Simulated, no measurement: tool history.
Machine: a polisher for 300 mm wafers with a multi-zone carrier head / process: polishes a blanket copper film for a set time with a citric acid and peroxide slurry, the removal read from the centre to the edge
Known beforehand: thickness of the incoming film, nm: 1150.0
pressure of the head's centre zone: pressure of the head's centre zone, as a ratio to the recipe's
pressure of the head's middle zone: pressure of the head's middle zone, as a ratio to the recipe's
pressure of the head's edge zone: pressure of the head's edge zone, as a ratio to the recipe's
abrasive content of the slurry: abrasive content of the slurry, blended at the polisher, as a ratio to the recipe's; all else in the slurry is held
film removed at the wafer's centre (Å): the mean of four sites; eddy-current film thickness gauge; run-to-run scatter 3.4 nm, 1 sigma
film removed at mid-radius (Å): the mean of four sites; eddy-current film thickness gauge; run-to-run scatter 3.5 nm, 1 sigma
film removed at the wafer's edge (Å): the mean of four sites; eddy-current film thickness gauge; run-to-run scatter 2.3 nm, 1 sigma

| run | hour | flow of slurry (ml/min) | pressure of the head's centre zone | pressure of the head's middle zone | pressure of the head's edge zone | abrasive content of the slurry | polishing time (s) | film removed at the wafer's centre (Å) | film removed at mid-radius (Å) | film removed at the wafer's edge (Å) |
|---|---|---|---|---|---|---|---|---|---|---|
| 1 | 0 | 160 | 1 | 1 | 1 | 1 | 89 | 1958.9 | 2009.1 | 2046.2 |
| 2 | 4.2 | 140 | 1 | 1 | 1 | 1 | 89 | 1934.1 | 2051.2 | 1988.9 |
| 3 | 12.1 | 140 | 1 | 1.02 | 1.01 | 1.05 | 91 | 1984.3 | 2075.5 | 2088.8 |
| 4 | 19.5 | 140 | 1 | 1.02 | 1.01 | 1.05 | 107 | 2382.9 | 2514.6 | 2450.3 |
| 5 | 26.6 | 140 | 1 | 0.98 | 1.01 | 1.05 | 107 | 2344.1 | 2377.8 | 2430 |
| 6 | 29.1 | 145 | 1 | 1 | 1.01 | 1.05 | 107 | 2391.5 | 2503.5 | 2428.3 |
| 7 | 31.6 | 150 | 1 | 1.02 | 1.02 | 1.05 | 107 | 2425 | 2528 | 2457.5 |
| 8 | 39.4 | 155 | 0.99 | 1.04 | 1.03 | 1.05 | 107 | 2414.6 | 2560.8 | 2475.8 |
| 9 | 42 | 155 | 0.99 | 1.06 | 1.03 | 1.1 | 107 | 2453.8 | 2598.8 | 2529.6 |
| 10 | 50.9 | 155 | 0.98 | 1.07 | 1.03 | 1.1 | 108 | 2449.5 | 2671.3 | 2500.1 |
| 11 | 56 | 155 | 0.98 | 1.08 | 1.04 | 1.1 | 108 | 2481.5 | 2663.8 | 2535.4 |
| 12 | 61.2 | 155 | 0.97 | 1.09 | 1.04 | 1.1 | 108 | 2397.3 | 2720.3 | 2512.7 |

Estimate the outcome of run 13 from the log above:
| 13 | 62.3 | 160 | 0.97 | 1.1 | 1.05 | 1.1 | 108 | ? | ? | ? |

{"run 13": {"film removed at the wafer's centre (Å)": 2396.6, "film removed at mid-radius (Å)": 2771.1, "film removed at the wafer's edge (Å)": 2537.2}}
